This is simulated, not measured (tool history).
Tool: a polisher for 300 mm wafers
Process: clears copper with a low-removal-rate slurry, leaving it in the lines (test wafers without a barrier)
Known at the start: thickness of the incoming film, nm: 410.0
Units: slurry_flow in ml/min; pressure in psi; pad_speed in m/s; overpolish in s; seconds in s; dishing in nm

run  hour  slurry_flow  pressure  pad_speed  slurry_solids  overpolish  seconds  dishing
  1   0.0          315       2.8       1.02           1.00          28   164.83   42.971
  2   2.3          315       2.6       1.10           1.00          25   165.75   40.018
  3   7.3          335       2.9       1.00           1.10          22   159.48   37.801
  4   8.6          310       3.1       0.98           1.00          20   152.64   35.898
  5  12.4          290       3.3       0.92           0.90          18   154.78   32.158
  6  15.9          275       3.5       0.88           0.85          16   148.74   29.805
  7  17.6          260       3.7       0.86           0.80          15   146.20   28.285

Run 8 comes next. What will it give?
  8  18.4          250       3.8       0.84           0.75          14        ?        ?

Run 8 gave seconds 154.47 s, dishing 26.062 nm.

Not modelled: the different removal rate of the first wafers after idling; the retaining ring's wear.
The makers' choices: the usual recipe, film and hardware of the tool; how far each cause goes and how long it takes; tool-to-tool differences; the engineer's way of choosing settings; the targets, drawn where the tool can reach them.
